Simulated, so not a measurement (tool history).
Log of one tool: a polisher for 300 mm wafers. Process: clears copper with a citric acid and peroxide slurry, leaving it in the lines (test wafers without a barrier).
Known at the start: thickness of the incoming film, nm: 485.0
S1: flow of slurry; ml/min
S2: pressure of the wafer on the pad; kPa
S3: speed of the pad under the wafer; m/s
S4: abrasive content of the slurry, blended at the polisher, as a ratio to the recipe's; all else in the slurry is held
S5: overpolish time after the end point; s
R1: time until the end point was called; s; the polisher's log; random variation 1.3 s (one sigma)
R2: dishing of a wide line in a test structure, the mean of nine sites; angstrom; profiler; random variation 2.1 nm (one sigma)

run 1 hour=0 | S1=210 S2=28.3 S3=1.3 S4=1 S5=17 | R1=123.85 R2=482.87
run 2 hour=1.3 | S1=210 S2=28.3 S3=1.3 S4=1 S5=22 | R1=123.8 R2=578.6
run 3 hour=4.9 | S1=210 S2=25.5 S3=1.3 S4=1 S5=22 | R1=134.85 R2=514.85
run 4 hour=13.9 | S1=235 S2=25.5 S3=1.3 S4=1 S5=22 | R1=133.77 R2=532.76
run 5 hour=16.2 | S1=235 S2=25.5 S3=1.3 S4=0.8 S5=22 | R1=141.99 R2=514.69
run 6 hour=24.4 | S1=215 S2=25.5 S3=1.3 S4=0.8 S5=22 | R1=145.39 R2=514.54
run 7 hour=28.2 | S1=220 S2=31.7 S3=1.32 S4=0.8 S5=21 | R1=112.55 R2=608.61
run 8 hour=29.8 | S1=220 S2=35.2 S3=1.34 S4=0.8 S5=21 | R1=100.2 R2=664.63
run 9 hour=37.6 | S1=220 S2=37.9 S3=1.36 S4=0.8 S5=22 | R1=92.901 R2=746.72

Forecast run 10:
run 10 hour=44.7 | S1=220 S2=40 S3=1.4 S4=0.8 S5=22 | R1=? R2=?

Run 10 gave R1 87.407 s, R2 774.87 angstrom.
